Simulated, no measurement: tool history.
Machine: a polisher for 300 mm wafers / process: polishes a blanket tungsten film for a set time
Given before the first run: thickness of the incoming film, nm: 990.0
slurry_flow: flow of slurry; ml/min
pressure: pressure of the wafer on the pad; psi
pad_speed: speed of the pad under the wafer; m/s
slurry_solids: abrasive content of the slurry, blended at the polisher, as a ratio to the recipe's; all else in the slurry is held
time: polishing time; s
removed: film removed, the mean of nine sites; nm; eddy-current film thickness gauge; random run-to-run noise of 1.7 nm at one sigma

Run 1, hour 0.0: slurry_flow 245 ml/min, pressure 3.1 psi, pad_speed 1.08 m/s, slurry_solids 1.00, time 20 s. Result: removed 97.275 nm.
Run 2, hour 0.9: slurry_flow 245 ml/min, pressure 3.3 psi, pad_speed 1.08 m/s, slurry_solids 1.00, time 20 s. Result: removed 98.555 nm.
Run 3, hour 7.0: slurry_flow 245 ml/min, pressure 3.6 psi, pad_speed 1.08 m/s, slurry_solids 1.00, time 20 s. Result: removed 106.600 nm.
Run 4, hour 15.1: slurry_flow 245 ml/min, pressure 4.1 psi, pad_speed 1.08 m/s, slurry_solids 1.00, time 20 s. Result: removed 120.230 nm.
Run 5, hour 18.4: slurry_flow 245 ml/min, pressure 4.1 psi, pad_speed 1.08 m/s, slurry_solids 1.15, time 20 s. Result: removed 126.490 nm.
Run 6, hour 22.6: slurry_flow 290 ml/min, pressure 4.1 psi, pad_speed 1.08 m/s, slurry_solids 1.15, time 20 s. Result: removed 127.370 nm.

What does the tool deliver on the next run?
Run 7, hour 23.9: slurry_flow 290 ml/min, pressure 4.2 psi, pad_speed 1.08 m/s, slurry_solids 1.15, time 20 s. Result: removed ?.

{"run 7": {"removed": 128.56}}
